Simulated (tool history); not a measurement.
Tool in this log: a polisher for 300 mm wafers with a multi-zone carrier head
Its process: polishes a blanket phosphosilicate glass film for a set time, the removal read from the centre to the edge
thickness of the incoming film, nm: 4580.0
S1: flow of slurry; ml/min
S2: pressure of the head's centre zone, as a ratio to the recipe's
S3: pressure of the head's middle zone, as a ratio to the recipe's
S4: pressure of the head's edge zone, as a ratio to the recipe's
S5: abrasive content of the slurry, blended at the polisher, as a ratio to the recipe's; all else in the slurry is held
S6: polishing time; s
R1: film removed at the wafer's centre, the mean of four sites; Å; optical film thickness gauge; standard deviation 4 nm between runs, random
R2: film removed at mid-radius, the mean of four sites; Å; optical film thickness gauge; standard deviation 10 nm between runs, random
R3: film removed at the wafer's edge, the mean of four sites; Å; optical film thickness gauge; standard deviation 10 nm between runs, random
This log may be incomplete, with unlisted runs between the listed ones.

run 1 hour=0.0 | S1=190 S2=1.00 S3=1.00 S4=1.00 S5=1.0 S6=90 | R1=7961.4 R2=7669.4 R3=7529.4
run 2 hour=5.0 | S1=180 S2=0.97 S3=1.01 S4=0.99 S5=1.0 S6=90 | R1=7604.9 R2=7845.4 R3=7453.6
run 3 hour=8.9 | S1=180 S2=0.97 S3=1.01 S4=0.99 S5=1.0 S6=81 | R1=6789.1 R2=7136.5 R3=6508.0
run 4 hour=13.1 | S1=175 S2=0.96 S3=1.02 S4=1.01 S5=1.0 S6=81 | R1=6687.2 R2=7022.3 R3=6769.3
run 5 hour=16.2 | S1=175 S2=1.02 S3=1.02 S4=1.01 S5=1.0 S6=81 | R1=7095.6 R2=7206.1 R3=6789.7
-- hour=22.8 edge zone pressure recalibrated
run 6 hour=22.8 | S1=165 S2=1.01 S3=1.04 S4=1.02 S5=1.0 S6=81 | R1=7026.1 R2=6887.3 R3=7048.5
run 7 hour=27.2 | S1=215 S2=0.91 S3=1.07 S4=0.92 S5=1.1 S6=81 | R1=6779.8 R2=7738.6 R3=7140.6

What does the tool deliver on the next run?
run 8 hour=28.7 | S1=210 S2=0.90 S3=1.07 S4=0.91 S5=1.1 S6=81 | R1=? R2=? R3=?

R1: 6616.4 Å
R2: 7693.9 Å
R3: 7173.7 Å
